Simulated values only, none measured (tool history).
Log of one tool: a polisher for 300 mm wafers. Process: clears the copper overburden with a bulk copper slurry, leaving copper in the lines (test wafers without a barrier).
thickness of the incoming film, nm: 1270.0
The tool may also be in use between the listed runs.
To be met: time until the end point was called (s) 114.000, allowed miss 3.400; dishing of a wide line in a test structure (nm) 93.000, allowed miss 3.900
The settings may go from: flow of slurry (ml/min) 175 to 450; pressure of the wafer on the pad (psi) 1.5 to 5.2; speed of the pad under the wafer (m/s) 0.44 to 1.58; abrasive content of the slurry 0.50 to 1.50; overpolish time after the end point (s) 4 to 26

run	day	flow of slurry (ml/min)	pressure of the wafer on the pad (psi)	speed of the pad under the wafer (m/s)	abrasive content of the slurry	overpolish time after the end point (s)	time until the end point was called (s)	dishing of a wide line in a test structure (nm)
1	0.000	290	3.3	1.00	1.00	13	117.310	72.795
2	0.238	290	4.0	1.00	1.00	13	97.453	83.401
3	0.588	290	4.0	0.88	1.00	13	106.540	77.427
4	0.879	290	3.2	0.88	1.00	13	134.150	67.574
5	1.200	290	3.3	0.88	1.00	14	129.180	73.012
6	1.517	290	3.3	0.88	1.00	18	129.100	84.718
7	1.779	290	3.4	0.88	1.00	18	125.320	86.185
8	1.825	290	3.5	0.88	1.00	18	121.280	86.105
9	2.012	295	3.6	0.88	1.00	19	119.140	88.954

5 next moves are on the table. One of them brings every result within its allowed miss. Which?
A	2.200	340	3.9	0.72	1.05	20	?	?
B	2.200	285	3.5	0.78	1.00	21	?	?
C	2.200	200	3.0	1.16	1.35	26	?	?
D	2.200	370	3.6	0.94	0.95	19	?	?
E	2.200	380	3.5	0.80	1.10	24	?	?

move	time until the end point was called (s)	dishing of a wide line in a test structure (nm)
A	123.640	92.415
B	134.370	89.387
C	115.830	100.590
D	114.330	92.462
E	125.970	97.712
A: further off than the last run
B: further off than the last run
C: brings the result that was furthest off to its target, and leaves another outside
D: meets every target
E: further off than the last run
Answer: D

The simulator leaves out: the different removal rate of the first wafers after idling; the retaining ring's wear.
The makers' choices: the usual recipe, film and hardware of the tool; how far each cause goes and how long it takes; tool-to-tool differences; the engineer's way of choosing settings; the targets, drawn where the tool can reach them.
